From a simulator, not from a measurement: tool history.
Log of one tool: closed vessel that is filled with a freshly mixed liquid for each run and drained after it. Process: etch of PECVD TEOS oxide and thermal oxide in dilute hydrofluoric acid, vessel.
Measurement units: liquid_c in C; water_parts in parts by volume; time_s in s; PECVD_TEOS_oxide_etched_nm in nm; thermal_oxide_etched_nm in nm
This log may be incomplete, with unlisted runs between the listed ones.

run,day,liquid_c,water_parts,time_s,PECVD_TEOS_oxide_etched_nm,thermal_oxide_etched_nm
1,0,25,285,240,7.6419,3.8474
2,0.088,27.5,285,240,8.3068,4.238
3,0.342,27.5,285,340,11.858,5.8998
4,0.683,29.5,285,340,12.46,6.2997
5,0.742,29.5,365,340,9.0646,4.6017
6,0.821,29.5,270,340,13.319,6.7669
7,0.996,29.5,255,340,14.49,7.2686

For run 8, what comes out?
8,1.312,30,245,340,?,?

PECVD_TEOS_oxide_etched_nm: 15.503 nm
thermal_oxide_etched_nm: 7.8243 nm
